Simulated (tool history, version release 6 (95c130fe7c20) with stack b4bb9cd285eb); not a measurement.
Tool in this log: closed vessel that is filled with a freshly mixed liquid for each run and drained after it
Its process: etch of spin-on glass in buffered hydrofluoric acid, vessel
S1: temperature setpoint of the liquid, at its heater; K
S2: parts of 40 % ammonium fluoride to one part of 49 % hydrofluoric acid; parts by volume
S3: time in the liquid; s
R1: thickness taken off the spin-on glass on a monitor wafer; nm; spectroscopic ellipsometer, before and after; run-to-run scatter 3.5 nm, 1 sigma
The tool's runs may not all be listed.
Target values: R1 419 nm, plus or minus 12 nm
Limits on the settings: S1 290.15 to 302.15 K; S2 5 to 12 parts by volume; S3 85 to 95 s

run	hour	S1	S2	S3	R1
1	0	294.15	7	85	275.74
2	3	297.15	7	85	321.68
3	10.1	297.15	9	85	246.68
4	12.2	298.15	8.5	85	278.87
5	15.6	299.15	8	85	310.55
6	21.9	299.15	8	95	348.46
7	27.3	299.65	8	95	358.85
8	28.3	299.65	8	95	357.04
9	36.6	300.15	8	95	366.21
10	38.7	300.65	8	95	377.15
11	45.4	301.15	8	95	389.59
12	49.4	301.65	8	95	394.02

4 candidate next runs follow, results not yet known. Just one meets every target within its allowed miss. Identify it.
A	53.4	298.65	7.5	95	?
B	53.4	302.15	8.5	90	?
C	53.4	300.65	8	95	?
D	53.4	300.15	7	95	?

move	R1
A	360
B	358.98
C	373.72
D	420.31
A: misses by more than the last run did
B: misses by more than the last run did
C: misses by more than the last run did
D: in spec on every target
D is the move that brings every result within its allowed miss.
